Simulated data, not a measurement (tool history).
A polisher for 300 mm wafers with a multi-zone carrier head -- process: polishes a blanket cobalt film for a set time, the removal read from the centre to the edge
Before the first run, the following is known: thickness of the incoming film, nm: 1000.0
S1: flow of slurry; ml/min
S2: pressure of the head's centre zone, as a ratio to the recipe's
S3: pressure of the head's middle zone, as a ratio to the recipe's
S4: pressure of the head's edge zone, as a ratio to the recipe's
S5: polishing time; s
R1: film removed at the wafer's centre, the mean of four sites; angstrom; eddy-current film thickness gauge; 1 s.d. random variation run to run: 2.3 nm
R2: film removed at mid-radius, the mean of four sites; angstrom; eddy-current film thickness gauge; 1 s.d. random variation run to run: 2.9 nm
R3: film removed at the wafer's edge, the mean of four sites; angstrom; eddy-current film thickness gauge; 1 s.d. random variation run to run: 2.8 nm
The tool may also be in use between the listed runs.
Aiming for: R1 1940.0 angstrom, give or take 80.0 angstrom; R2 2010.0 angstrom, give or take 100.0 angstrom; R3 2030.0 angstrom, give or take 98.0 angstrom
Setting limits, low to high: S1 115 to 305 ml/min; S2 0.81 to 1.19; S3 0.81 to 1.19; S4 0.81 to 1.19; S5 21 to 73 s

run 1 day=0.000 | S1=195 S2=1.00 S3=1.00 S4=1.00 S5=47 | R1=1535.0 R2=1556.0 R3=1612.2
run 2 day=0.158 | S1=200 S2=1.01 S3=1.03 S4=1.03 S5=49 | R1=1648.5 R2=1655.1 R3=1729.3
run 3 day=0.504 | S1=210 S2=1.02 S3=1.07 S4=1.05 S5=50 | R1=1698.0 R2=1774.7 R3=1784.6
run 4 day=0.838 | S1=215 S2=1.03 S3=1.08 S4=1.07 S5=51 | R1=1756.2 R2=1858.3 R3=1830.0
run 5 day=0.946 | S1=215 S2=1.03 S3=1.08 S4=1.14 S5=51 | R1=1708.5 R2=1818.2 R3=1878.9
run 6 day=1.192 | S1=215 S2=1.03 S3=1.08 S4=1.14 S5=43 | R1=1499.6 R2=1486.5 R3=1623.0
run 7 day=1.221 | S1=220 S2=1.05 S3=1.09 S4=1.15 S5=46 | R1=1627.8 R2=1644.9 R3=1755.1
run 8 day=1.508 | S1=230 S2=1.07 S3=1.11 S4=1.16 S5=48 | R1=1746.0 R2=1748.0 R3=1800.0
-- day=1.821 edge zone pressure recalibrated
run 9 day=1.821 | S1=230 S2=1.07 S3=1.11 S4=1.17 S5=50 | R1=1765.7 R2=1792.2 R3=1797.1
run 10 day=2.150 | S1=230 S2=1.07 S3=1.10 S4=1.18 S5=52 | R1=1866.5 R2=1924.0 R3=1884.4
run 11 day=2.238 | S1=230 S2=1.07 S3=1.10 S4=1.18 S5=52 | R1=1866.3 R2=1889.4 R3=1860.4

Consider the 4 candidate settings below. Which is the only one whose results all fall within their allowed miss of target?
run A day=2.325 | S1=260 S2=1.02 S3=1.19 S4=1.13 S5=56 | R1=? R2=? R3=?
run B day=2.325 | S1=245 S2=0.99 S3=1.01 S4=1.14 S5=58 | R1=? R2=? R3=?
run C day=2.325 | S1=185 S2=0.93 S3=0.94 S4=1.19 S5=64 | R1=? R2=? R3=?
run D day=2.325 | S1=195 S2=0.89 S3=1.02 S4=1.19 S5=66 | R1=? R2=? R3=?

move=A R1=1930.1 R2=2220.2 R3=1991.3
move=B R1=1929.1 R2=1986.0 R3=2066.9
move=C R1=1934.3 R2=1993.8 R3=2275.6
move=D R1=1933.2 R2=2218.3 R3=2356.3
A: the worst result of the last run now meets its target, but another is out of spec
B: in spec on every target
C: carries the result that was furthest off beyond its target, to the other side
D: carries the result that was furthest off beyond its target, to the other side
Move B is the one to make.

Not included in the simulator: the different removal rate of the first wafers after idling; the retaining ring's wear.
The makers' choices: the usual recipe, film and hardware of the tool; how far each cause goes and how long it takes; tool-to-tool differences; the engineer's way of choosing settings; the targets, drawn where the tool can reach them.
